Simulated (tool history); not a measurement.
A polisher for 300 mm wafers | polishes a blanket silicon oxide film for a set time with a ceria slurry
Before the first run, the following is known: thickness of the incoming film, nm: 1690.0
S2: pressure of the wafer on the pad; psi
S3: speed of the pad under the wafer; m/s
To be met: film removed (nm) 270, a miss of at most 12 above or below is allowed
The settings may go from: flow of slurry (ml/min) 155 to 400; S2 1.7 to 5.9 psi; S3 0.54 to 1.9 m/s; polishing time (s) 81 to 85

run 1 hour=0 | flow_of_slurry_(ml/min)=255 S2=3.8 S3=1.22 polishing_time_(s)=81 | film_removed_(nm)=442.23
run 2 hour=4.1 | flow_of_slurry_(ml/min)=255 S2=3.4 S3=1.22 polishing_time_(s)=81 | film_removed_(nm)=394.74
run 3 hour=7 | flow_of_slurry_(ml/min)=310 S2=3.4 S3=1.22 polishing_time_(s)=81 | film_removed_(nm)=414.73
run 4 hour=13.7 | flow_of_slurry_(ml/min)=310 S2=3.4 S3=1.04 polishing_time_(s)=81 | film_removed_(nm)=340.07
run 5 hour=19.8 | flow_of_slurry_(ml/min)=310 S2=3.2 S3=1.04 polishing_time_(s)=81 | film_removed_(nm)=323.89
run 6 hour=26.8 | flow_of_slurry_(ml/min)=310 S2=3.1 S3=1.04 polishing_time_(s)=81 | film_removed_(nm)=313.02
run 7 hour=34.3 | flow_of_slurry_(ml/min)=310 S2=3 S3=1.04 polishing_time_(s)=81 | film_removed_(nm)=303.47
run 8 hour=42.1 | flow_of_slurry_(ml/min)=305 S2=2.9 S3=1.04 polishing_time_(s)=81 | film_removed_(nm)=302.14
run 9 hour=50.8 | flow_of_slurry_(ml/min)=305 S2=2.8 S3=1.04 polishing_time_(s)=81 | film_removed_(nm)=283.1

Consider the 5 candidate settings below. Which is the only one whose results all fall within their allowed miss of target?
run A hour=59.5 | flow_of_slurry_(ml/min)=180 S2=3.3 S3=0.98 polishing_time_(s)=81 | film_removed_(nm)=?
run B hour=59.5 | flow_of_slurry_(ml/min)=320 S2=3.9 S3=0.76 polishing_time_(s)=82 | film_removed_(nm)=?
run C hour=59.5 | flow_of_slurry_(ml/min)=260 S2=3.1 S3=1.06 polishing_time_(s)=81 | film_removed_(nm)=?
run D hour=59.5 | flow_of_slurry_(ml/min)=330 S2=3.1 S3=0.96 polishing_time_(s)=83 | film_removed_(nm)=?
run E hour=59.5 | flow_of_slurry_(ml/min)=245 S2=3.3 S3=0.86 polishing_time_(s)=81 | film_removed_(nm)=?

move=A film_removed_(nm)=307.08
move=B film_removed_(nm)=300.39
move=C film_removed_(nm)=321.92
move=D film_removed_(nm)=305.22
move=E film_removed_(nm)=278.29
A: further off than the last run
B: further off than the last run
C: further off than the last run
D: further off than the last run
E: every result within its allowed miss
Answer: E
